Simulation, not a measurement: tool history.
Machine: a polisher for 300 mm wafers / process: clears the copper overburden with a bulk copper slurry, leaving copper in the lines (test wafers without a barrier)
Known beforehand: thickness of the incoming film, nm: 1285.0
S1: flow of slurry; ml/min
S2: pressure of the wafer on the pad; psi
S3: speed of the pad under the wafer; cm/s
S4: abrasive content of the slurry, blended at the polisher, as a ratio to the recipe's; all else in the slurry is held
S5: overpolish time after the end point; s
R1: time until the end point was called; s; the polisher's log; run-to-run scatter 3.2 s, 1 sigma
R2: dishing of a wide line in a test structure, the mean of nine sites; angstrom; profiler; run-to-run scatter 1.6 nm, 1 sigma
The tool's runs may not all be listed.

{"run": 1, "hour": 0.0, "S1": 150, "S2": 3.1, "S3": 92, "S4": 1, "S5": 26, "R1": 116.16, "R2": 1092}
{"run": 2, "hour": 6.3, "S1": 150, "S2": 2.6, "S3": 90, "S4": 1, "S5": 27, "R1": 139.69, "R2": 984.93}
{"run": 3, "hour": 10.0, "S1": 150, "S2": 2.6, "S3": 110, "S4": 1, "S5": 27, "R1": 119.67, "R2": 1037.2}
{"run": 4, "hour": 13.5, "S1": 150, "S2": 2.6, "S3": 110, "S4": 1, "S5": 31, "R1": 121.17, "R2": 1079.4}
{"run": 5, "hour": 14.8, "S1": 150, "S2": 2.3, "S3": 110, "S4": 1, "S5": 31, "R1": 137.98, "R2": 972.37}
{"run": 6, "hour": 16.8, "S1": 150, "S2": 2.3, "S3": 110, "S4": 0.9, "S5": 31, "R1": 141.53, "R2": 991.86}
{"run": 7, "hour": 18.3, "S1": 150, "S2": 2, "S3": 108, "S4": 0.9, "S5": 32, "R1": 163.58, "R2": 921.45}
{"run": 8, "hour": 20.3, "S1": 150, "S2": 1.8, "S3": 108, "S4": 0.9, "S5": 32, "R1": 177.91, "R2": 843.82}

Estimate the outcome of run 9 from the log above:
{"run": 9, "hour": 24.7, "S1": 150, "S2": 1.7, "S3": 108, "S4": 0.9, "S5": 33, "R1": "?", "R2": "?"}

R1: 185.63 s
R2: 840.61 angstrom

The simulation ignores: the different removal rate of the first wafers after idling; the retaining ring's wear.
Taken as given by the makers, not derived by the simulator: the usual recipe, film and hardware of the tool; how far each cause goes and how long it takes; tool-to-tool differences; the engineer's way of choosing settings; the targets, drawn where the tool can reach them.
